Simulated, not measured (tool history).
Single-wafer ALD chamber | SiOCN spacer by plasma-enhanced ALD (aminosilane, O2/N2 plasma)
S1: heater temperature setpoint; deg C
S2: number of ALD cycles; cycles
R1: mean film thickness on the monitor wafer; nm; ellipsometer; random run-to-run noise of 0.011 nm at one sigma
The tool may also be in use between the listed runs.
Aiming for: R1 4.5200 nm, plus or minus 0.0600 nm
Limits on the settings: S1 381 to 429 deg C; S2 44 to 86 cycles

Run 1, hour 0.0: S1 405 deg C, S2 65 cycles. Result: R1 3.8037 nm.
Run 2, hour 6.6: S1 405 deg C, S2 73 cycles. Result: R1 4.2758 nm.
Run 3, hour 11.9: S1 404 deg C, S2 73 cycles. Result: R1 4.2965 nm.
Run 4, hour 16.8: S1 404 deg C, S2 81 cycles. Result: R1 4.7588 nm.
Run 5, hour 23.8: S1 404 deg C, S2 86 cycles. Result: R1 5.0475 nm.
Run 6, hour 32.8: S1 395 deg C, S2 86 cycles. Result: R1 5.1214 nm.
Run 7, hour 33.6: S1 396 deg C, S2 85 cycles. Result: R1 5.0467 nm.
Run 8, hour 34.3: S1 408 deg C, S2 80 cycles. Result: R1 4.6430 nm.
Run 9, hour 35.6: S1 408 deg C, S2 80 cycles. Result: R1 4.6372 nm.
Run 10, hour 42.0: S1 409 deg C, S2 80 cycles. Result: R1 4.6301 nm.
Run 11, hour 50.2: S1 410 deg C, S2 80 cycles. Result: R1 4.6229 nm.

4 candidate next runs follow, results not yet known. Just one meets every target within its allowed miss. Identify it.
Run A, hour 58.4: S1 417 deg C, S2 80 cycles. Result: R1 ?.
Run B, hour 58.4: S1 413 deg C, S2 82 cycles. Result: R1 ?.
Run C, hour 58.4: S1 419 deg C, S2 83 cycles. Result: R1 ?.
Run D, hour 58.4: S1 408 deg C, S2 80 cycles. Result: R1 ?.

move      R1
   A  4.4971
   B  4.6705
   C  4.6350
   D  4.6308
A: every result within its allowed miss
B: misses by more than the last run did
C: misses by more than the last run did
D: misses by more than the last run did
Answer: A
